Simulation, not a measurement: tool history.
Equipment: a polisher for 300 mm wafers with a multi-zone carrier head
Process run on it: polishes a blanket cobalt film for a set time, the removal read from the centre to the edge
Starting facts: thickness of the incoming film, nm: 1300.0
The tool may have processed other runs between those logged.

run	day	flow of slurry (ml/min)	pressure of the head's centre zone	pressure of the head's middle zone	pressure of the head's edge zone	polishing time (s)	film removed at the wafer's centre (Å)	film removed at mid-radius (Å)	film removed at the wafer's edge (Å)
1	0.000	140	1.00	1.00	1.00	75	3349.6	3414.5	3379.4
2	0.288	170	1.00	1.00	1.00	75	3413.3	3473.1	3429.6
3	0.462	170	1.00	0.98	0.98	71	3329.0	3323.5	3202.5
4	0.742	165	1.00	0.96	0.98	68	3174.4	3062.2	3089.5
5	0.829	165	1.00	0.96	0.90	68	3112.5	3049.2	2999.3
6	1.158	185	1.00	0.96	0.90	68	3157.7	3082.7	3021.6
7	1.221	185	1.00	0.95	0.89	65	3050.1	2921.6	2839.8

Run 8 has not been measured yet. What should we expect?
8	1.550	185	1.00	0.94	0.89	63	?	?	?

Run 8 came out at film removed at the wafer's centre (Å) 2958.5, film removed at mid-radius (Å) 2843.9, film removed at the wafer's edge (Å) 2789.9.
